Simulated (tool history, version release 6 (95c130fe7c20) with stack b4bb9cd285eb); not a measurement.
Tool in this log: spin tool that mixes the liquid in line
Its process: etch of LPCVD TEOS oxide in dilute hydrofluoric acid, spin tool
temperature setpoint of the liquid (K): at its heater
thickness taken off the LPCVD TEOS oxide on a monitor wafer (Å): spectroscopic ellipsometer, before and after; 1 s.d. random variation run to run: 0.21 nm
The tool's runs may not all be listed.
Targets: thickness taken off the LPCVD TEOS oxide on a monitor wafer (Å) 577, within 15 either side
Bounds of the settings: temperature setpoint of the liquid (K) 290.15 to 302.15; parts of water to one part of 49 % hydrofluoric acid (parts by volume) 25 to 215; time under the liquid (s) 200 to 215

run	hour	temperature setpoint of the liquid (K)	parts of water to one part of 49 % hydrofluoric acid (parts by volume)	time under the liquid (s)	thickness taken off the LPCVD TEOS oxide on a monitor wafer (Å)
1	0	294.15	120	200	329.94
2	1.2	296.65	120	200	363.48
3	3.5	296.65	145	200	290.57
4	9.4	296.65	180	200	226.33
5	16.2	298.15	150	200	297.6
6	19.4	298.15	125	200	368.21
7	22.3	299.15	115	200	420.69
8	25.7	300.15	110	200	459.83
9	27.1	300.65	105	200	491.7
10	28.2	301.15	100	200	535.1
11	33.2	301.65	100	200	541.03

4 candidate next runs follow, results not yet known. Just one meets every target within its allowed miss. Identify it.
A	38.2	302.15	95	210	?
B	38.2	300.15	85	200	?
C	38.2	299.65	95	215	?
D	38.2	299.65	85	205	?

move	thickness taken off the LPCVD TEOS oxide on a monitor wafer (Å)
A	614.65
B	614.11
C	571.62
D	617.27
A: pushes the last run's worst result past its target
B: pushes the last run's worst result past its target
C: meets every target
D: pushes the last run's worst result past its target
C is the move that brings every result within its allowed miss.
